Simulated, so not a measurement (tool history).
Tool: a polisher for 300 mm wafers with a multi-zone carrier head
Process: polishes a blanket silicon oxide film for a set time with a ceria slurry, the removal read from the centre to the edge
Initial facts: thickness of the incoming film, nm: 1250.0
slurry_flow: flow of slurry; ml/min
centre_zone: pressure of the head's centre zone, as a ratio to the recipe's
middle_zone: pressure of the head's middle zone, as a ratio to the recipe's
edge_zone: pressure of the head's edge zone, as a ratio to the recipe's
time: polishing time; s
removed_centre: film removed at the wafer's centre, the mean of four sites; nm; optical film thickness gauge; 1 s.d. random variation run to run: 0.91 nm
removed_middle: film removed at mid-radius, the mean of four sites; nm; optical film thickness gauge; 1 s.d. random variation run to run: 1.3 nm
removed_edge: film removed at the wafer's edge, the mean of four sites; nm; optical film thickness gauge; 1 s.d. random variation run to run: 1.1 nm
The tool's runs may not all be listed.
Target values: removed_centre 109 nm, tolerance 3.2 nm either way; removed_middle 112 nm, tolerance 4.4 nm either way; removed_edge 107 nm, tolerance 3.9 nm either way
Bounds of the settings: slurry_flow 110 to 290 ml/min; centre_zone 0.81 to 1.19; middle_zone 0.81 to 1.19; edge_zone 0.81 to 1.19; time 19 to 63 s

run,day,slurry_flow,centre_zone,middle_zone,edge_zone,time,removed_centre,removed_middle,removed_edge
1,0,185,1,1,1,41,147.83,156.35,159.75
2,0.258,185,1,1,1,35,126.97,133.9,132.41
3,0.567,180,1,0.99,0.97,34,122.96,126.95,130.32
4,0.879,180,1,0.99,0.97,41,147.15,154.78,155.26
# day 1.083: centre zone pressure recalibrated
5,1.083,185,1,0.99,0.95,38,144.76,143.07,141.32
6,1.296,175,0.97,0.99,0.93,36,134.18,133.59,130.31
7,1.4,165,0.94,0.99,0.93,35,122.81,129.35,128.88
8,1.721,160,0.93,0.99,0.91,34,118.35,124.62,122.67
9,2.067,130,0.91,0.96,0.81,31,99.373,106.22,101.76
10,2.425,140,0.92,0.96,0.81,31,102.1,105.26,102.65
11,2.55,180,0.94,1.01,0.83,32,114.28,120.61,110.25
12,2.85,175,0.94,1,0.83,32,114.3,122.96,112.96
13,3.079,175,0.96,0.95,0.83,29,104.38,107.18,102.24
14,3.338,180,0.96,0.95,0.84,29,105.26,104.06,102.58
15,3.608,185,0.96,0.96,0.85,29,105.71,105.18,104.46

Next run, 4 choices. One meets every target within its allowed miss, the rest don't. Which?
A,3.879,170,0.87,0.94,0.86,30,?,?,?
B,3.879,255,0.93,0.84,0.9,30,?,?,?
C,3.879,165,1,1.05,0.81,29,?,?,?
D,3.879,185,0.95,0.98,0.86,30,?,?,?

move,removed_centre,removed_middle,removed_edge
A,99.333,106.42,106.92
B,112.65,103.01,114.35
C,107.9,112.23,100.09
D,109.16,111.85,108.05
A: further off than the last run
B: further off than the last run
C: the worst result of the last run now meets its target, but another is out of spec
D: every result lands within tolerance
Move D is the one to make.

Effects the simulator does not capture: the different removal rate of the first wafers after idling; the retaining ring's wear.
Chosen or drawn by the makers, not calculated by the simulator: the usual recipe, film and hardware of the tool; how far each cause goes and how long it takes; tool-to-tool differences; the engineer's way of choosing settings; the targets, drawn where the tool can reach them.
